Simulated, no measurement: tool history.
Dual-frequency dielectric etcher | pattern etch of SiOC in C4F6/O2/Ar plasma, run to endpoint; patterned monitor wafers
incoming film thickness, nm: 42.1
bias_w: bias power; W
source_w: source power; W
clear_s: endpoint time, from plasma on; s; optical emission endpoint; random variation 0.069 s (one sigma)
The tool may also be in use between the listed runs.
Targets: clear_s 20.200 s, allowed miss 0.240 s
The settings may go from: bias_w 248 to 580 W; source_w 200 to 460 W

{"run": 1, "hour": 0.0, "bias_w": 414, "source_w": 330, "clear_s": 17.311}
{"run": 2, "hour": 7.7, "bias_w": 414, "source_w": 290, "clear_s": 18.273}
{"run": 3, "hour": 15.3, "bias_w": 414, "source_w": 340, "clear_s": 17.229}
{"run": 4, "hour": 22.8, "bias_w": 414, "source_w": 310, "clear_s": 17.87}
{"run": 5, "hour": 28.6, "bias_w": 389, "source_w": 310, "clear_s": 18.541}
{"run": 6, "hour": 34.7, "bias_w": 378, "source_w": 310, "clear_s": 18.843}
{"run": 7, "hour": 37.7, "bias_w": 369, "source_w": 310, "clear_s": 19.107}
{"run": 8, "hour": 41.0, "bias_w": 362, "source_w": 310, "clear_s": 19.385}
{"run": 9, "hour": 43.8, "bias_w": 357, "source_w": 310, "clear_s": 19.503}
{"run": 10, "hour": 46.9, "bias_w": 353, "source_w": 310, "clear_s": 19.727}
{"run": 11, "hour": 53.3, "bias_w": 350, "source_w": 310, "clear_s": 19.83}
{"run": 12, "hour": 57.2, "bias_w": 348, "source_w": 310, "clear_s": 19.92}
{"run": 13, "hour": 65.5, "bias_w": 346, "source_w": 310, "clear_s": 19.948}

Which of these 4 next moves meets every target?
{"run": "A", "hour": 73.8, "bias_w": 338, "source_w": 310, "clear_s": "?"}
{"run": "B", "hour": 73.8, "bias_w": 409, "source_w": 260, "clear_s": "?"}
{"run": "C", "hour": 73.8, "bias_w": 343, "source_w": 320, "clear_s": "?"}
{"run": "D", "hour": 73.8, "bias_w": 344, "source_w": 330, "clear_s": "?"}

move=A clear_s=20.267
move=B clear_s=19.547
move=C clear_s=19.792
move=D clear_s=19.484
A: meets every target
B: further off than the last run
C: further off than the last run
D: further off than the last run
Answer: A

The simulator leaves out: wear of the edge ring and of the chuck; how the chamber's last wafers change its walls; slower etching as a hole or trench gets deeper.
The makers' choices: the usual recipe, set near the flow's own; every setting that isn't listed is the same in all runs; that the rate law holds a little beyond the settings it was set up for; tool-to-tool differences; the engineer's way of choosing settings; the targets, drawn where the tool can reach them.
